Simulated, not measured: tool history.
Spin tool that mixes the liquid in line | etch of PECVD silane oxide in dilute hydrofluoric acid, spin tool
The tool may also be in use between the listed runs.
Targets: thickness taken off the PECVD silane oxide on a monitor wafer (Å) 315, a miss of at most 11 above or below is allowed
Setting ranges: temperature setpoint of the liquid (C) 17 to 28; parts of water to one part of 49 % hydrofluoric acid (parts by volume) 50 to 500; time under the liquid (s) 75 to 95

| run | hour | temperature setpoint of the liquid (C) | parts of water to one part of 49 % hydrofluoric acid (parts by volume) | time under the liquid (s) | thickness taken off the PECVD silane oxide on a monitor wafer (Å) |
|---|---|---|---|---|---|
| 1 | 0 | 20 | 275 | 95 | 131.9 |
| 2 | 3.1 | 21.5 | 245 | 95 | 161.32 |
| 3 | 4.9 | 21.5 | 300 | 95 | 124.07 |
| 4 | 9.3 | 22.5 | 265 | 95 | 150.78 |
|  | 14.9 | thermometer replaced |
| 5 | 14.9 | 22.5 | 350 | 95 | 100.53 |
| 6 | 20.9 | 23.5 | 305 | 95 | 124.22 |
| 7 | 28.9 | 24 | 265 | 95 | 153.86 |
| 8 | 34.3 | 24.5 | 235 | 95 | 174.42 |
| 9 | 37.6 | 25 | 210 | 95 | 205.72 |
| 10 | 46.5 | 25.5 | 195 | 95 | 237.65 |
| 11 | 50.3 | 26 | 185 | 95 | 252.93 |
| 12 | 56.4 | 26 | 185 | 95 | 252.15 |
| 13 | 62.5 | 26.5 | 180 | 95 | 268.91 |
| 14 | 69.9 | 27 | 175 | 95 | 282.24 |
| 15 | 71.4 | 27 | 170 | 95 | 293.78 |

Pick the move, out of 5, that brings all results within their allowed miss; only one does.
| A | 72.9 | 28 | 190 | 95 | ? |
| B | 72.9 | 25.5 | 160 | 95 | ? |
| C | 72.9 | 27.5 | 175 | 95 | ? |
| D | 72.9 | 28 | 165 | 95 | ? |
| E | 72.9 | 28 | 180 | 95 | ? |

| move | thickness taken off the PECVD silane oxide on a monitor wafer (Å) |
|---|---|
| A | 262.42 |
| B | 294.69 |
| C | 284.9 |
| D | 311.45 |
| E | 280.33 |
A: the biggest miss grows against the last run
B: no better and no worse than the last run
C: the biggest miss grows against the last run
D: each result inside its tolerance
E: the biggest miss grows against the last run
Answer: D

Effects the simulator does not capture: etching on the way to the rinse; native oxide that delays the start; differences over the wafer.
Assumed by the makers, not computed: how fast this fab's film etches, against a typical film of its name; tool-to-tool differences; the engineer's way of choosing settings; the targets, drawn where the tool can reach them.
